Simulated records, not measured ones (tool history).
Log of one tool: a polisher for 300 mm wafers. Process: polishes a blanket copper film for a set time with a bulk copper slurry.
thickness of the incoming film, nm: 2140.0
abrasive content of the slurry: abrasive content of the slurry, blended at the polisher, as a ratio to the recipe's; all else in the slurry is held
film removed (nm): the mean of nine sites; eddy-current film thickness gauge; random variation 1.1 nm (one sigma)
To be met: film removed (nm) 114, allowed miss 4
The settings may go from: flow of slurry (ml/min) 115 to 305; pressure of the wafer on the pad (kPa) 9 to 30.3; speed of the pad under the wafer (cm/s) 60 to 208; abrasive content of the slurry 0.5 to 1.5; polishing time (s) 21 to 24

run	hour	flow of slurry (ml/min)	pressure of the wafer on the pad (kPa)	speed of the pad under the wafer (cm/s)	abrasive content of the slurry	polishing time (s)	film removed (nm)
1	0	195	19.3	134	1	24	249.15
2	1	165	19.3	134	1	24	250.2
3	2.9	165	19.3	134	1	24	246.18
4	7.9	165	15.9	124	1	24	202.71
5	13	165	13.8	110	1	24	167
6	15	120	13.8	110	1	24	158.5
7	18.5	120	13.8	110	1	24	161.82
8	23	120	12.4	104	1	24	142.46
9	28.7	120	11.7	102	1	24	134.83
10	29.7	120	11	100	1	24	128.54
11	30.8	120	10.3	100	1	24	125.23
12	37.7	120	9.7	98	1	24	119.99

5 next moves are on the table. One of them brings every result within its allowed miss. Which?
A	44.6	115	9	128	1.1	21	?
B	44.6	130	13.1	88	1.2	24	?
C	44.6	135	10.3	100	1.1	23	?
D	44.6	115	9	112	1.1	21	?
E	44.6	120	10.3	100	0.9	24	?

move	film removed (nm)
A	131.51
B	132.48
C	123.75
D	115.59
E	121.58
A: further off than the last run
B: further off than the last run
C: further off than the last run
D: meets every target
E: further off than the last run
Answer: D

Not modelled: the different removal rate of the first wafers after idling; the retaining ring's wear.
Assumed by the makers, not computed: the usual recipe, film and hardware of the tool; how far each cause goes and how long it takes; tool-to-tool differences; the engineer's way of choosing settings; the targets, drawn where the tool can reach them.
